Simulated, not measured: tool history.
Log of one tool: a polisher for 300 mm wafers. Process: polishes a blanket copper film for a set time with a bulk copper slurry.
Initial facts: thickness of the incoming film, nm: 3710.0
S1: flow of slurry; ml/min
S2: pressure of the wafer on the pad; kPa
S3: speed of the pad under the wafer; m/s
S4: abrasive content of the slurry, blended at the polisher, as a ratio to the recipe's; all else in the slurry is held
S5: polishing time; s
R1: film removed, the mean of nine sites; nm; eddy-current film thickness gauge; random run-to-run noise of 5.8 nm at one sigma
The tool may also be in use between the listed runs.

run	hour	S1	S2	S3	S4	S5	R1
1	0.0	140	13.1	1.06	1.0	58	334.95
2	8.6	140	13.1	1.18	1.0	58	366.18
3	11.1	140	11.7	1.18	1.0	58	328.97
4	14.2	140	11.7	0.98	1.0	58	279.29
5	21.2	140	11.7	0.86	1.0	58	246.68
6	25.5	140	11.7	0.86	1.0	61	254.56

What does the tool deliver on the next run?
7	28.9	145	13.1	0.86	1.0	61	?

{"run 7": {"R1": 284.86}}
